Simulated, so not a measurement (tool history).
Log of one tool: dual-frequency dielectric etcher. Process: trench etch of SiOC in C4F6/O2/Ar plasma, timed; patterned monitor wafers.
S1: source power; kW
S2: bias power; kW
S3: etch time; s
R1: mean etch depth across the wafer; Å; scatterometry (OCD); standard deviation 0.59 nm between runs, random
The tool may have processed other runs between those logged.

run	hour	S1	S2	S3	R1
1	0	0.44	0.257	28.5	698.35
2	3.5	0.51	0.257	28.5	740.19
3	7.8	0.53	0.27	28.5	774.02
4	10.3	0.53	0.243	28.5	733.1
5	14.7	0.53	0.243	28.5	733.92
6	16.9	0.55	0.256	28.5	751.2
7	22.3	0.56	0.272	28.5	797.91
8	30.5	0.57	0.277	28.5	802.45

Predict the results of run 9:
9	39.1	0.58	0.283	28.5	?

R1: 807.44 Å
